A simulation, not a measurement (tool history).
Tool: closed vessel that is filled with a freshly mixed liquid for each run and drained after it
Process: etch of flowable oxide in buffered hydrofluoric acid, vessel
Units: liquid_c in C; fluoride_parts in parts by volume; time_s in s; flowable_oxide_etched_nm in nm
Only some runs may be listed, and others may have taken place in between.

run 1 hour=0 | liquid_c=24 fluoride_parts=15.5 time_s=85 | flowable_oxide_etched_nm=121.92
run 2 hour=8.3 | liquid_c=25.5 fluoride_parts=15 time_s=85 | flowable_oxide_etched_nm=135.59
run 3 hour=14.4 | liquid_c=25.5 fluoride_parts=15 time_s=85 | flowable_oxide_etched_nm=134.91
run 4 hour=16.7 | liquid_c=22.5 fluoride_parts=15 time_s=85 | flowable_oxide_etched_nm=114.37
run 5 hour=23.7 | liquid_c=22.5 fluoride_parts=15 time_s=95 | flowable_oxide_etched_nm=128.09
run 6 hour=28.7 | liquid_c=22.5 fluoride_parts=11.5 time_s=95 | flowable_oxide_etched_nm=166.45
run 7 hour=31.7 | liquid_c=22.5 fluoride_parts=11.5 time_s=95 | flowable_oxide_etched_nm=165.59
run 8 hour=34.6 | liquid_c=23 fluoride_parts=11.5 time_s=95 | flowable_oxide_etched_nm=168.73
run 9 hour=41.2 | liquid_c=23.5 fluoride_parts=11.5 time_s=95 | flowable_oxide_etched_nm=175.47

Expected results for the next run?
run 10 hour=47 | liquid_c=24 fluoride_parts=11.5 time_s=95 | flowable_oxide_etched_nm=?

{"run 10": {"flowable_oxide_etched_nm": 180.34}}

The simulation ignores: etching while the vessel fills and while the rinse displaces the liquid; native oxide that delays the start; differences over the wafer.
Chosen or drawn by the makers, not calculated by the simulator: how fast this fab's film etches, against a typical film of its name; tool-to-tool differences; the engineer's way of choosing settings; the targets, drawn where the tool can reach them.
